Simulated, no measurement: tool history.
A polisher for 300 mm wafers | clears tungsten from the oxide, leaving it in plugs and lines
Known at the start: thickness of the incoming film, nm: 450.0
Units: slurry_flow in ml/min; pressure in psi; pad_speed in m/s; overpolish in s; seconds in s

run  hour  slurry_flow  pressure  pad_speed  slurry_solids  overpolish  seconds
  1     0          140       2.6       0.96              1          33   192.72
  2   6.3          145       2.7       0.96              1          33   185.88
  3     8          145       2.7       0.96            1.2          33    179.6
  4  14.8          145       2.3       0.96            1.2          33   198.77
  5    19          145       2.3       0.96            1.3          33   196.99
  6  23.6          145       2.6       0.96            1.3          33    183.7
  7  27.4          150       2.8       0.96            1.3          33   168.41
  8  30.9          155       2.9       0.96            1.3          33   164.71
  9  33.8          155         3       0.96            1.3          33   158.66
 10  40.3          160       3.1       0.96            1.3          33   156.25
 11    48          160       3.2       0.96            1.3          33   150.49

The next listed run, before its measurement:
 12  55.1          160       3.3       0.96            1.3          33        ?

Run 12 gave seconds 149.07 s.

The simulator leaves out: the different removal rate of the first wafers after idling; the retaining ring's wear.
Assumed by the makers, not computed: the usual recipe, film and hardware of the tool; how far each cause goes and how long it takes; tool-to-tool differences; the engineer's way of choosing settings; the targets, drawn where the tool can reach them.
